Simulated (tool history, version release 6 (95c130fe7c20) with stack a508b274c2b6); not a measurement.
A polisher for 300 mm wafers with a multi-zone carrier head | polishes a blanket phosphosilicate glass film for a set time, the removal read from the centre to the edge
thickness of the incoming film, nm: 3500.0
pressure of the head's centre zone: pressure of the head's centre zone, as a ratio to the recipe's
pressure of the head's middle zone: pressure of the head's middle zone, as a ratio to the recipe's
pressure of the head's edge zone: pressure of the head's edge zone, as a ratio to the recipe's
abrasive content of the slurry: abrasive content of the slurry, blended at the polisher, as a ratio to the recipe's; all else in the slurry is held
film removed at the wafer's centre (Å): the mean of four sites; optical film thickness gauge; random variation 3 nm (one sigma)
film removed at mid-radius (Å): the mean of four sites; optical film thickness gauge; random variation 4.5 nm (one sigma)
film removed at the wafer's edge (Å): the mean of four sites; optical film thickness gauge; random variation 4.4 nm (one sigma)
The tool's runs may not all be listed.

run	hour	flow of slurry (ml/min)	pressure of the head's centre zone	pressure of the head's middle zone	pressure of the head's edge zone	abrasive content of the slurry	polishing time (s)	film removed at the wafer's centre (Å)	film removed at mid-radius (Å)	film removed at the wafer's edge (Å)
1	0	185	1	1	1	1	76	4510.4	4545.2	4438.2
2	3.6	180	0.98	0.99	1	0.95	75	4181.2	4230.4	4283
3	5.9	180	0.98	0.99	1	1.1	75	4565.9	4596.4	4649.7
4	6.6	180	0.98	0.99	0.96	1.1	75	4554.7	4598.4	4457.2
5	14.5	180	0.98	0.99	0.96	1.1	65	3926.1	3964	4001.8
6	23.2	180	1.06	0.99	0.96	1.1	65	4236.1	3935	3850.3
7	30.2	175	1.03	0.99	0.96	1.05	65	4065.1	3876	3801.4
8	33	175	1.01	0.99	0.96	1	65	3736.6	3782.3	3673.8

The next listed run, before its measurement:
9	41.8	170	0.99	0.97	0.95	1	65	?	?	?

{"run 9": {"film removed at the wafer's centre (Å)": 3736.1, "film removed at mid-radius (Å)": 3755.6, "film removed at the wafer's edge (Å)": 3688.1}}
